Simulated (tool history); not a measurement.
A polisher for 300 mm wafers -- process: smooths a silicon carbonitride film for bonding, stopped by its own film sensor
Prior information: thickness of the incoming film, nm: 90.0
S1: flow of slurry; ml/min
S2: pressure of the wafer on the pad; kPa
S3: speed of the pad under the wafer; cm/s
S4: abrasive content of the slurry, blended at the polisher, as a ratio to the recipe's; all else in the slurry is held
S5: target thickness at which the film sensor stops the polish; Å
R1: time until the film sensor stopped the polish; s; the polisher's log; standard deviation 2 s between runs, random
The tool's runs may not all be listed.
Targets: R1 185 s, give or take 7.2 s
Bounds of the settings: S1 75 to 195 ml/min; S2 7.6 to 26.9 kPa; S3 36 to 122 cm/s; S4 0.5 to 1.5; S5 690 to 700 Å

run,hour,S1,S2,S3,S4,S5,R1
1,0,125,17.2,78,1,700,72.392
2,3.5,125,17.2,90,1,700,66.714
3,9.3,125,14.5,90,1,700,74.937
4,9.8,125,14.5,90,1,690,79.665
5,15.5,120,13.1,78,1,690,95.716
6,17.6,120,13.1,90,1,690,86.792
7,20.1,115,11.7,80,1,690,105.18
8,29,110,11,74,1,690,118.48
9,36.6,105,10.3,70,1,690,128.33
10,42.1,100,9.7,66,1,690,143.96
11,45.8,95,9,64,1,690,155.79
12,47.1,85,7.6,56,1,690,196.65
13,50.9,90,7.6,56,1,690,194.7

Which single option among these 4 for the next run brings every result within its allowed miss of target? Just one does.
A,54.7,75,7.6,72,0.85,690,?
B,54.7,75,9,48,0.95,700,?
C,54.7,90,7.6,54,0.9,690,?
D,54.7,80,7.6,46,1.35,690,?

move,R1
A,183.19
B,202.28
C,214.36
D,204.93
A: all results land within tolerance of their targets
B: the biggest miss grows against the last run
C: the biggest miss grows against the last run
D: the biggest miss grows against the last run
Answer: A
